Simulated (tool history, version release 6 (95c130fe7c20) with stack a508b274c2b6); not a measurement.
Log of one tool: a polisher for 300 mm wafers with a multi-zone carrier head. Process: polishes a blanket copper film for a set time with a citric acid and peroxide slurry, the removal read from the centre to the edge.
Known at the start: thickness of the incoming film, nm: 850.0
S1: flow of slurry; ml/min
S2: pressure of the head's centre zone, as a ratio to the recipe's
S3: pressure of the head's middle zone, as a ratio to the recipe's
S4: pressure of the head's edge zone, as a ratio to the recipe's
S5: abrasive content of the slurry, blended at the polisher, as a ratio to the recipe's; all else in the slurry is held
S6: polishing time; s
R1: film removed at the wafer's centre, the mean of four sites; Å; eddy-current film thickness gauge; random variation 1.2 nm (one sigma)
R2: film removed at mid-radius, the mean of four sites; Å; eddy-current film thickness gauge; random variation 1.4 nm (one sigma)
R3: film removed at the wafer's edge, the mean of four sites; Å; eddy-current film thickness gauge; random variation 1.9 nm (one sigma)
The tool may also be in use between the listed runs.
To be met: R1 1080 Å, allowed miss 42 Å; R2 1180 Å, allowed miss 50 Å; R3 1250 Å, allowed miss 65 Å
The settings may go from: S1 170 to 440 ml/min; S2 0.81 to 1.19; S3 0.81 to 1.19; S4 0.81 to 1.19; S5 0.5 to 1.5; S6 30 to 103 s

run	day	S1	S2	S3	S4	S5	S6	R1	R2	R3
1	0	280	1	1	1	1	66	945.78	926.92	954.51
2	0.15	280	0.99	1.01	1.02	1.1	67	988.43	974.2	1003.4
3	0.462	280	1.04	1.01	1.02	1.1	67	1015.2	965.51	1022.8
4	0.512	280	1.04	1.01	1.02	1.1	83	1253.2	1198.7	1246.4
5	0.554	280	0.97	1.01	1.02	1.1	83	1150.9	1197.5	1258.4
6	0.888	275	0.96	1.01	1.02	1.1	83	1164	1203.9	1233.3
7	1.004	275	0.95	1.01	1.03	1.1	83	1142.2	1204.4	1214.9
8	1.162	280	0.93	1	1.04	1.15	83	1135.7	1194	1295.1
9	1.408	280	0.93	1	1.04	1.15	83	1135.7	1217.9	1299.7

Which of these 4 next moves meets every target?
A	1.654	280	0.92	1.04	1	1.15	87	?	?	?
B	1.654	265	0.91	1	1.04	1.2	81	?	?	?
C	1.654	210	1.03	0.97	0.91	1.2	90	?	?	?
D	1.654	280	0.98	1.02	0.98	1	88	?	?	?

move	R1	R2	R3
A	1191.3	1332.8	1320.3
B	1100.4	1205.3	1259.8
C	1335.1	1262.5	1284.9
D	1240.2	1280.5	1278.2
A: further off than the last run
B: meets every target
C: further off than the last run
D: further off than the last run
Answer: B

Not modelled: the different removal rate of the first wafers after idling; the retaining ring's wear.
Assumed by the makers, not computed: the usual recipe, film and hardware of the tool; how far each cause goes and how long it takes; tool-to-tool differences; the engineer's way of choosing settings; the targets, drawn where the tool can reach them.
